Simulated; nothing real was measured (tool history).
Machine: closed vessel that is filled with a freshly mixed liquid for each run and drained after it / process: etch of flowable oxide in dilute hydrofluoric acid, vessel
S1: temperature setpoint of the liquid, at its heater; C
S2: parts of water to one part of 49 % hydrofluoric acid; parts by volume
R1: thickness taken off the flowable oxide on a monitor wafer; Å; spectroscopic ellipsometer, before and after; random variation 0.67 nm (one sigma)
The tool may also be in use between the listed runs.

Run 1, hour 0.0: S1 22.0 C, S2 65 parts by volume, time in the liquid (s) 190. Result: R1 638.55 Å.
Run 2, hour 3.8: S1 22.0 C, S2 65 parts by volume, time in the liquid (s) 205. Result: R1 685.85 Å.
Run 3, hour 8.8: S1 22.0 C, S2 65 parts by volume, time in the liquid (s) 205. Result: R1 692.18 Å.
Run 4, hour 17.4: S1 23.0 C, S2 65 parts by volume, time in the liquid (s) 205. Result: R1 716.50 Å.
Run 5, hour 21.6: S1 24.0 C, S2 65 parts by volume, time in the liquid (s) 205. Result: R1 755.76 Å.
Run 6, hour 27.0: S1 24.0 C, S2 45 parts by volume, time in the liquid (s) 205. Result: R1 1112.40 Å.
Run 7, hour 28.0: S1 23.0 C, S2 45 parts by volume, time in the liquid (s) 205. Result: R1 1072.10 Å.

What does the tool deliver on the next run?
Run 8, hour 32.3: S1 22.5 C, S2 45 parts by volume, time in the liquid (s) 205. Result: R1 ?.

Run 8 yielded R1 1039.90 Å.
